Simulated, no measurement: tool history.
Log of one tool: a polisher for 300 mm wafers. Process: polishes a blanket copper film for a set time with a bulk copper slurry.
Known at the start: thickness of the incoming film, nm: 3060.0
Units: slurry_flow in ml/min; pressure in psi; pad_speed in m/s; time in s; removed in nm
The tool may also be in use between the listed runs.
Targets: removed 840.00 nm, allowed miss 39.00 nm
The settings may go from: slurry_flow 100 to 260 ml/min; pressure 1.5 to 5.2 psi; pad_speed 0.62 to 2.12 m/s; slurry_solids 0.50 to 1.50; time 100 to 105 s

run,hour,slurry_flow,pressure,pad_speed,slurry_solids,time,removed
1,0.0,165,3.3,1.36,1.00,100,1508.80
2,5.3,165,3.3,1.36,0.80,100,1481.70
3,14.2,165,3.3,1.36,0.80,105,1550.70
4,16.3,165,3.3,1.52,0.80,105,1686.10
5,21.5,165,3.3,1.52,0.80,100,1578.40
6,22.2,165,3.0,1.50,0.80,100,1462.20
7,22.8,165,2.7,1.44,0.80,100,1254.90
8,26.6,165,2.5,1.44,0.80,100,1158.70
9,33.7,165,2.3,1.44,0.80,100,1058.50
10,42.3,165,2.2,1.44,0.80,100,1033.30
11,43.4,165,2.1,1.44,0.80,100,1004.40
12,45.5,165,2.0,1.44,0.80,100,969.41
13,49.5,165,1.9,1.44,0.80,100,930.67

4 next moves are on the table. One of them brings every result within its allowed miss. Which?
A,53.5,210,2.0,1.36,0.75,100,?
B,53.5,165,1.7,1.40,1.10,100,?
C,53.5,160,1.8,1.60,0.80,101,?
D,53.5,120,2.0,1.54,0.85,101,?

move,removed
A,920.62
B,840.06
C,953.61
D,961.50
A: nearer than the last run, and not there yet
B: meets every target
C: further off than the last run
D: further off than the last run
Answer: B

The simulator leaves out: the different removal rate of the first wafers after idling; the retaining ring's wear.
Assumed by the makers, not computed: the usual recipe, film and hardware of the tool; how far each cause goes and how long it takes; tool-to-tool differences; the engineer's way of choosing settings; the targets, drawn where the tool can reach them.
